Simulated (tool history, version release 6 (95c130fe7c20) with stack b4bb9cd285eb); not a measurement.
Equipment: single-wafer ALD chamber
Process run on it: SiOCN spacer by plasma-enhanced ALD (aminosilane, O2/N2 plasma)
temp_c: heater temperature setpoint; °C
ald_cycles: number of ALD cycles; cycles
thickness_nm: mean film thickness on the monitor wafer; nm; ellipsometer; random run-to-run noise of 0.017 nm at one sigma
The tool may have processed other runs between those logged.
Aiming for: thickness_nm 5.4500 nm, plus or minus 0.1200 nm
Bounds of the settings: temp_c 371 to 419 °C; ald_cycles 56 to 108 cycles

{"run": 1, "hour": 0.0, "temp_c": 395, "ald_cycles": 82, "thickness_nm": 4.7109}
{"run": 2, "hour": 5.5, "temp_c": 395, "ald_cycles": 83, "thickness_nm": 4.7426}
{"run": 3, "hour": 9.7, "temp_c": 400, "ald_cycles": 83, "thickness_nm": 4.793}
{"run": 4, "hour": 14.8, "temp_c": 400, "ald_cycles": 76, "thickness_nm": 4.3441}
{"run": 5, "hour": 17.5, "temp_c": 400, "ald_cycles": 87, "thickness_nm": 4.9951}
{"run": 6, "hour": 24.7, "temp_c": 408, "ald_cycles": 87, "thickness_nm": 4.9146}
{"run": 7, "hour": 32.8, "temp_c": 408, "ald_cycles": 88, "thickness_nm": 4.9534}
{"run": 8, "hour": 36.2, "temp_c": 407, "ald_cycles": 89, "thickness_nm": 5.0146}
{"run": 9, "hour": 38.3, "temp_c": 407, "ald_cycles": 89, "thickness_nm": 4.9995}
{"run": 10, "hour": 45.1, "temp_c": 406, "ald_cycles": 90, "thickness_nm": 5.0987}
{"run": 11, "hour": 48.3, "temp_c": 406, "ald_cycles": 91, "thickness_nm": 5.1433}
{"run": 12, "hour": 56.0, "temp_c": 406, "ald_cycles": 92, "thickness_nm": 5.182}
{"run": 13, "hour": 60.3, "temp_c": 406, "ald_cycles": 92, "thickness_nm": 5.225}
{"run": 14, "hour": 64.6, "temp_c": 405, "ald_cycles": 94, "thickness_nm": 5.32}

5 next moves are on the table. One of them brings every result within its allowed miss. Which?
{"run": "A", "hour": 68.9, "temp_c": 407, "ald_cycles": 92, "thickness_nm": "?"}
{"run": "B", "hour": 68.9, "temp_c": 395, "ald_cycles": 90, "thickness_nm": "?"}
{"run": "C", "hour": 68.9, "temp_c": 410, "ald_cycles": 97, "thickness_nm": "?"}
{"run": "D", "hour": 68.9, "temp_c": 404, "ald_cycles": 90, "thickness_nm": "?"}
{"run": "E", "hour": 68.9, "temp_c": 407, "ald_cycles": 90, "thickness_nm": "?"}

move=A thickness_nm=5.1901
move=B thickness_nm=5.1634
move=C thickness_nm=5.4281
move=D thickness_nm=5.1182
move=E thickness_nm=5.0773
A: further off than the last run
B: further off than the last run
C: every result within its allowed miss
D: further off than the last run
E: further off than the last run
Answer: C
